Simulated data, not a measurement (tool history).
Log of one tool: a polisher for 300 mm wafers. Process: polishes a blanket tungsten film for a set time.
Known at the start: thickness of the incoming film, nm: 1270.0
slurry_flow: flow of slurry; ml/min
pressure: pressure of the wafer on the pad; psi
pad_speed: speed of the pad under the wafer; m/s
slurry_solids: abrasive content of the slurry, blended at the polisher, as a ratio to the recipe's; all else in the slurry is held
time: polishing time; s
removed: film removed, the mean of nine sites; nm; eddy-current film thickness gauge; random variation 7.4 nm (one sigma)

run  hour  slurry_flow  pressure  pad_speed  slurry_solids  time  removed
  1     0          265       3.8       1.02              1    64   345.21
  2   8.8          265         4       1.02              1    64   364.87
  3  10.6          265       4.1       1.02              1    64   384.77
  4  15.1          265       4.2       1.02              1    64   396.23
  5  20.3          265       3.4       1.02              1    64   318.94
  6  22.8          315       3.4       1.02              1    64   321.46

Run 7 comes next. What will it give?
  7  30.4          315       3.6       1.02              1    64        ?

Run 7 gave removed 345.21 nm.

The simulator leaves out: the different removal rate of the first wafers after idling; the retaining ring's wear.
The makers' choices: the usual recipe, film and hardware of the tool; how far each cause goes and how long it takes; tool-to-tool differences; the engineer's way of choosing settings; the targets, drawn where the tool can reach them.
